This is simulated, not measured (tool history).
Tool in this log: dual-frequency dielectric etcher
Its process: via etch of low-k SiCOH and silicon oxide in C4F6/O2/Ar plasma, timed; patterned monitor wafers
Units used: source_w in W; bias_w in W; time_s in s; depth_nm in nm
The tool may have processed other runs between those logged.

| run | hour | source_w | bias_w | time_s | depth_nm |
|---|---|---|---|---|---|
| 1 | 0.0 | 270 | 221 | 124.5 | 292.07 |
| 2 | 5.8 | 300 | 235 | 124.5 | 314.53 |
| 3 | 12.2 | 320 | 241 | 124.5 | 325.11 |
| 4 | 19.0 | 330 | 248 | 124.5 | 333.66 |
| 5 | 19.9 | 330 | 248 | 130.0 | 350.02 |
| 6 | 28.6 | 340 | 249 | 130.0 | 352.95 |

Expected results for the next run?
| 7 | 32.4 | 350 | 250 | 130.0 | ? |

Run 7 gave depth_nm 358.13 nm.

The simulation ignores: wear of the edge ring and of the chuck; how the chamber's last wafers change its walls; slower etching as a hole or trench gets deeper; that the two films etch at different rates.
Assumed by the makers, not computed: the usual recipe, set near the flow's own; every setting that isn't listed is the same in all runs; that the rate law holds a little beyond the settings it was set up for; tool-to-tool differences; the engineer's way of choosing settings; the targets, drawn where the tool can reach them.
